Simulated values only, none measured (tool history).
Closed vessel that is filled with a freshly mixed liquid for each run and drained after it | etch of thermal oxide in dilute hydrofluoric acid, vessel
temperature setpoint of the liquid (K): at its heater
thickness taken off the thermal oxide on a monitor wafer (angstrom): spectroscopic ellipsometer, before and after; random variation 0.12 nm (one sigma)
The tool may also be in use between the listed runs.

| run | hour | temperature setpoint of the liquid (K) | parts of water to one part of 49 % hydrofluoric acid (parts by volume) | time in the liquid (s) | thickness taken off the thermal oxide on a monitor wafer (angstrom) |
|---|---|---|---|---|---|
| 1 | 0.0 | 295.15 | 275 | 2660 | 356.61 |
| 2 | 9.1 | 295.15 | 275 | 2660 | 353.81 |
| 3 | 16.5 | 293.65 | 310 | 2660 | 284.83 |
| 4 | 21.1 | 292.65 | 335 | 2660 | 250.53 |
| 5 | 30.5 | 292.65 | 335 | 2835 | 265.61 |
| 6 | 34.4 | 291.65 | 355 | 2835 | 239.14 |
| 7 | 43.2 | 291.15 | 370 | 2835 | 223.79 |

Run 8 comes next. What will it give?
| 8 | 47.2 | 290.65 | 385 | 2835 | ? |

Run 8 gave thickness taken off the thermal oxide on a monitor wafer (angstrom) 208.09.

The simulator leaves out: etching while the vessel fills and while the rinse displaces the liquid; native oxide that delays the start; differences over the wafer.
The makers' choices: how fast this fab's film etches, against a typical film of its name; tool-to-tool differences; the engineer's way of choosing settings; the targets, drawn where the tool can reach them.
